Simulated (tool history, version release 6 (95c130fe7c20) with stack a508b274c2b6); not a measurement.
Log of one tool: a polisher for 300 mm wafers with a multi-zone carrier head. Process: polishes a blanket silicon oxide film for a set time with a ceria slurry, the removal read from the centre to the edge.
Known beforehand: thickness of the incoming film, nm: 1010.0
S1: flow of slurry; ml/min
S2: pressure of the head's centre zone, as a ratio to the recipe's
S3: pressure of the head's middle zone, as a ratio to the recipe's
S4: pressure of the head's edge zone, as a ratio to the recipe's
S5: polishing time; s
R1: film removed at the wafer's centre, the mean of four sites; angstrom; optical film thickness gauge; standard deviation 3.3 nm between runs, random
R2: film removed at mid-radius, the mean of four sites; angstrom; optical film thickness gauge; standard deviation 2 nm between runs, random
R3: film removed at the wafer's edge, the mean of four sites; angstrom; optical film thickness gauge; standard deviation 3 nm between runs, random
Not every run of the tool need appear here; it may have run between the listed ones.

run	hour	S1	S2	S3	S4	S5	R1	R2	R3
1	0	205	1	1	1	58	3469	3321.4	3462.8
2	1.3	195	1.03	0.99	0.95	58	3490.5	3309.6	3346.3
3	2	190	1.07	0.96	0.92	58	3720.4	3263.6	3223.5
4	7.7	180	1.08	0.94	0.91	58	3653	3123.6	3288.3
5	16.7	180	1.08	0.94	0.91	45	2842.5	2441.2	2529.8
6	20.8	180	1.08	0.94	0.86	45	2825	2460.5	2495.2
7	29	180	1.08	0.94	0.86	45	2822.1	2453.4	2480
8	29.6	200	1.1	0.96	0.92	46	2978.3	2609.1	2648.8
9	33.7	215	1.12	0.95	0.92	47	3206.7	2664	2728.3

Expected results for the next run?
10	39.1	235	1.13	0.96	0.94	47	?	?	?

{"run 10": {"R1": 3279.2, "R2": 2697.3, "R3": 2775}}

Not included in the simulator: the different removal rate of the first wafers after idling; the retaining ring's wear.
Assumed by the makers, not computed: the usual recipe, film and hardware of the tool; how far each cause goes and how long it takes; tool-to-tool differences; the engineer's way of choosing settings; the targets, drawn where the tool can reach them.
